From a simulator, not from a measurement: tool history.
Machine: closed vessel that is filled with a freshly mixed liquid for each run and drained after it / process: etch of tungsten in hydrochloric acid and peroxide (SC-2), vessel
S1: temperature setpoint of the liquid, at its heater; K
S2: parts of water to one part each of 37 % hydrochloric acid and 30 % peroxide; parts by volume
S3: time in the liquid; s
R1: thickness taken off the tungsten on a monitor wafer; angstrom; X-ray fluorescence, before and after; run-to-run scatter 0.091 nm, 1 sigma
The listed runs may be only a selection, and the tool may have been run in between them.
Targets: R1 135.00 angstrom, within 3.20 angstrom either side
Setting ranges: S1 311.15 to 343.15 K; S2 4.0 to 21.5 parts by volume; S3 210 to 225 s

| run | hour | S1 | S2 | S3 | R1 |
|---|---|---|---|---|---|
| 1 | 0.0 | 327.15 | 12.0 | 210 | 381.82 |
| 2 | 2.7 | 321.15 | 12.0 | 210 | 258.72 |
| 3 | 8.8 | 327.65 | 12.0 | 210 | 391.75 |
| 4 | 12.2 | 322.65 | 12.0 | 210 | 285.33 |
| 5 | 18.7 | 318.15 | 12.0 | 210 | 208.03 |
| 6 | 22.6 | 318.15 | 12.0 | 210 | 208.54 |
| 7 | 29.3 | 316.15 | 12.0 | 210 | 183.64 |
| 8 | 34.1 | 314.65 | 12.0 | 210 | 163.82 |
| 9 | 42.2 | 313.65 | 12.0 | 210 | 153.22 |
| 10 | 49.8 | 313.15 | 12.0 | 210 | 149.04 |
| 11 | 55.7 | 312.65 | 12.0 | 210 | 143.04 |

Consider the 4 candidate settings below. Which is the only one whose results all fall within their allowed miss of target?
| A | 61.6 | 315.65 | 15.0 | 225 | ? |
| B | 61.6 | 315.15 | 16.0 | 215 | ? |
| C | 61.6 | 313.15 | 12.5 | 225 | ? |
| D | 61.6 | 313.65 | 12.5 | 210 | ? |

| move | R1 |
|---|---|
| A | 155.36 |
| B | 135.38 |
| C | 152.73 |
| D | 147.69 |
A: further off than the last run
B: hits every target within its allowed miss
C: further off than the last run
D: further off than the last run
B is the move that brings every result within its allowed miss.
